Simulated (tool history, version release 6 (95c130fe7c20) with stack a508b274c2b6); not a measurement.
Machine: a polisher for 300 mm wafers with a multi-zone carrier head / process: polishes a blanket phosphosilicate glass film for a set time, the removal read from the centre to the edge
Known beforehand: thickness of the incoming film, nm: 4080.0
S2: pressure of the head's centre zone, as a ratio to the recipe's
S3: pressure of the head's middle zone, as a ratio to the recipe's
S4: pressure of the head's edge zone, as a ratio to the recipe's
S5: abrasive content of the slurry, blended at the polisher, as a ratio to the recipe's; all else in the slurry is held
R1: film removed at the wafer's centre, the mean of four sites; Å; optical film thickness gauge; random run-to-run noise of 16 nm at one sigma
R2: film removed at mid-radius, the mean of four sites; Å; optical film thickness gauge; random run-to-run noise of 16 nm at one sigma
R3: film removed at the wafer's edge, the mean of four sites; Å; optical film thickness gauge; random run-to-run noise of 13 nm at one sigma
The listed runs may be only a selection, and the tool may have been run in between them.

run 1 hour=0.0 | flow_of_slurry_(ml/min)=315 S2=1.00 S3=1.00 S4=1.00 S5=1.00 polishing_time_(s)=78 | R1=10351 R2=10503 R3=10479
run 2 hour=2.8 | flow_of_slurry_(ml/min)=315 S2=1.01 S3=1.02 S4=1.02 S5=1.05 polishing_time_(s)=78 | R1=10345 R2=10946 R3=10827
run 3 hour=6.4 | flow_of_slurry_(ml/min)=365 S2=1.01 S3=1.02 S4=1.02 S5=1.05 polishing_time_(s)=78 | R1=10997 R2=10873 R3=11106
run 4 hour=10.0 | flow_of_slurry_(ml/min)=365 S2=1.01 S3=1.02 S4=1.08 S5=1.05 polishing_time_(s)=78 | R1=10647 R2=10905 R3=11175
run 5 hour=11.9 | flow_of_slurry_(ml/min)=370 S2=1.02 S3=1.04 S4=1.08 S5=1.10 polishing_time_(s)=78 | R1=11318 R2=11229 R3=11416
run 6 hour=17.9 | flow_of_slurry_(ml/min)=365 S2=1.01 S3=1.06 S4=1.08 S5=1.15 polishing_time_(s)=78 | R1=11197 R2=11481 R3=11636
run 7 hour=25.7 | flow_of_slurry_(ml/min)=360 S2=1.01 S3=1.08 S4=1.08 S5=1.20 polishing_time_(s)=79 | R1=11610 R2=12337 R3=11803

Predict the results of run 8:
run 8 hour=31.2 | flow_of_slurry_(ml/min)=365 S2=1.01 S3=1.08 S4=1.09 S5=1.25 polishing_time_(s)=79 | R1=? R2=? R3=?

Run 8 produced R1 11905 Å, R2 12215 Å, R3 12283 Å.
